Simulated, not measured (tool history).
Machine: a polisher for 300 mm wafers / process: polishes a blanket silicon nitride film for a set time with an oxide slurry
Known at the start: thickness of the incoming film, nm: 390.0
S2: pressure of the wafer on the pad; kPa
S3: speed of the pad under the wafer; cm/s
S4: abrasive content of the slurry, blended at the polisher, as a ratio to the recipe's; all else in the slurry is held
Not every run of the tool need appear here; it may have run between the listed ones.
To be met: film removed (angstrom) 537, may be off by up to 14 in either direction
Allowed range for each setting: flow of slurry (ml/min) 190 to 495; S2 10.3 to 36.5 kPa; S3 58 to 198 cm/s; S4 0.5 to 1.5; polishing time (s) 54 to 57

{"run": 1, "hour": 0.0, "flow of slurry (ml/min)": 320, "S2": 23.4, "S3": 128, "S4": 1, "polishing time (s)": 54, "film removed (angstrom)": 331.12}
{"run": 2, "hour": 4.2, "flow of slurry (ml/min)": 320, "S2": 24.8, "S3": 128, "S4": 1, "polishing time (s)": 54, "film removed (angstrom)": 345.36}
{"run": 3, "hour": 9.6, "flow of slurry (ml/min)": 320, "S2": 24.8, "S3": 128, "S4": 1, "polishing time (s)": 57, "film removed (angstrom)": 361.38}
{"run": 4, "hour": 18.7, "flow of slurry (ml/min)": 320, "S2": 24.8, "S3": 128, "S4": 1.1, "polishing time (s)": 57, "film removed (angstrom)": 383.8}
{"run": 5, "hour": 20.5, "flow of slurry (ml/min)": 320, "S2": 24.8, "S3": 128, "S4": 1.1, "polishing time (s)": 54, "film removed (angstrom)": 373.78}
{"run": 6, "hour": 29.3, "flow of slurry (ml/min)": 320, "S2": 26.2, "S3": 128, "S4": 1.1, "polishing time (s)": 54, "film removed (angstrom)": 382.34}
{"run": 7, "hour": 37.3, "flow of slurry (ml/min)": 320, "S2": 27.6, "S3": 128, "S4": 1.1, "polishing time (s)": 54, "film removed (angstrom)": 412.94}
{"run": 8, "hour": 41.8, "flow of slurry (ml/min)": 320, "S2": 28.3, "S3": 128, "S4": 1.1, "polishing time (s)": 54, "film removed (angstrom)": 419.93}
{"run": 9, "hour": 44.4, "flow of slurry (ml/min)": 320, "S2": 29, "S3": 128, "S4": 1.1, "polishing time (s)": 54, "film removed (angstrom)": 425.73}
{"run": 10, "hour": 53.2, "flow of slurry (ml/min)": 320, "S2": 29.6, "S3": 128, "S4": 1.1, "polishing time (s)": 54, "film removed (angstrom)": 438}
{"run": 11, "hour": 61.6, "flow of slurry (ml/min)": 320, "S2": 30.3, "S3": 128, "S4": 1.1, "polishing time (s)": 54, "film removed (angstrom)": 451.77}
{"run": 12, "hour": 63.9, "flow of slurry (ml/min)": 325, "S2": 35.2, "S3": 128, "S4": 1.1, "polishing time (s)": 54, "film removed (angstrom)": 522.05}

4 candidate next runs follow, results not yet known. Just one meets every target within its allowed miss. Identify it.
{"run": "A", "hour": 66.2, "flow of slurry (ml/min)": 335, "S2": 34.5, "S3": 136, "S4": 1.05, "polishing time (s)": 56, "film removed (angstrom)": "?"}
{"run": "B", "hour": 66.2, "flow of slurry (ml/min)": 345, "S2": 35.2, "S3": 134, "S4": 1.15, "polishing time (s)": 55, "film removed (angstrom)": "?"}
{"run": "C", "hour": 66.2, "flow of slurry (ml/min)": 305, "S2": 36.5, "S3": 130, "S4": 1.2, "polishing time (s)": 54, "film removed (angstrom)": "?"}
{"run": "D", "hour": 66.2, "flow of slurry (ml/min)": 295, "S2": 35.2, "S3": 126, "S4": 1.1, "polishing time (s)": 55, "film removed (angstrom)": "?"}

move=A film_removed_(angstrom)=544.17
move=B film_removed_(angstrom)=568.55
move=C film_removed_(angstrom)=572.12
move=D film_removed_(angstrom)=520.38
A: all results in spec
B: moves the result that the last run missed by most past its target, out the other side
C: moves the result that the last run missed by most past its target, out the other side
D: lands further from the targets than the last run did
Correct choice: A, which meets every target
